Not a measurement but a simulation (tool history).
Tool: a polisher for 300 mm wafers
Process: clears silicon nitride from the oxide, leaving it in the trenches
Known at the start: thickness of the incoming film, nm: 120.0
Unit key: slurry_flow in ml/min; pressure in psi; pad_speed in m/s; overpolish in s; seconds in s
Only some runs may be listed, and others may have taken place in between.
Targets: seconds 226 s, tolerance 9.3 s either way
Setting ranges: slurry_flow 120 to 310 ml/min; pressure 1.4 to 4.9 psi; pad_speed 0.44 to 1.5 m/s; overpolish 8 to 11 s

Run 1, hour 0: slurry_flow 200 ml/min, pressure 3.1 psi, pad_speed 0.96 m/s, overpolish 11 s. Result: seconds 135.78 s.
Run 2, hour 2.9: slurry_flow 200 ml/min, pressure 2.9 psi, pad_speed 0.96 m/s, overpolish 11 s. Result: seconds 145.51 s.
Run 3, hour 9.3: slurry_flow 200 ml/min, pressure 3.3 psi, pad_speed 0.96 m/s, overpolish 11 s. Result: seconds 124.92 s.
Run 4, hour 12.7: slurry_flow 200 ml/min, pressure 3.1 psi, pad_speed 0.96 m/s, overpolish 11 s. Result: seconds 135.16 s.
Run 5, hour 17.8: slurry_flow 200 ml/min, pressure 2.9 psi, pad_speed 0.96 m/s, overpolish 11 s. Result: seconds 145.58 s.
Run 6, hour 18.7: slurry_flow 200 ml/min, pressure 2.7 psi, pad_speed 0.96 m/s, overpolish 11 s. Result: seconds 156.71 s.
Run 7, hour 23.2: slurry_flow 200 ml/min, pressure 2.6 psi, pad_speed 0.96 m/s, overpolish 11 s. Result: seconds 160.96 s.
Run 8, hour 24.1: slurry_flow 200 ml/min, pressure 2.5 psi, pad_speed 0.96 m/s, overpolish 11 s. Result: seconds 166.4 s.
Run 9, hour 25.6: slurry_flow 200 ml/min, pressure 2.4 psi, pad_speed 0.96 m/s, overpolish 11 s. Result: seconds 173.6 s.
Run 10, hour 27.8: slurry_flow 200 ml/min, pressure 2.3 psi, pad_speed 0.96 m/s, overpolish 11 s. Result: seconds 180.74 s.

Which single option among these 5 for the next run brings every result within its allowed miss of target? Just one does.
Run A, hour 30: slurry_flow 215 ml/min, pressure 2.6 psi, pad_speed 0.72 m/s, overpolish 8 s. Result: seconds ?.
Run B, hour 30: slurry_flow 215 ml/min, pressure 2.2 psi, pad_speed 0.84 m/s, overpolish 11 s. Result: seconds ?.
Run C, hour 30: slurry_flow 125 ml/min, pressure 2.6 psi, pad_speed 0.78 m/s, overpolish 11 s. Result: seconds ?.
Run D, hour 30: slurry_flow 205 ml/min, pressure 2 psi, pad_speed 0.86 m/s, overpolish 11 s. Result: seconds ?.
Run E, hour 30: slurry_flow 180 ml/min, pressure 2.1 psi, pad_speed 1 m/s, overpolish 11 s. Result: seconds ?.

move  seconds
   A   198.38
   B   207.36
   C   206.71
   D   224.54
   E   194.18
A: moves toward the targets from the last run without getting all of them in spec
B: moves toward the targets from the last run without getting all of them in spec
C: moves toward the targets from the last run without getting all of them in spec
D: each result inside its tolerance
E: moves toward the targets from the last run without getting all of them in spec
So the answer is move D, the one that meets all the targets.

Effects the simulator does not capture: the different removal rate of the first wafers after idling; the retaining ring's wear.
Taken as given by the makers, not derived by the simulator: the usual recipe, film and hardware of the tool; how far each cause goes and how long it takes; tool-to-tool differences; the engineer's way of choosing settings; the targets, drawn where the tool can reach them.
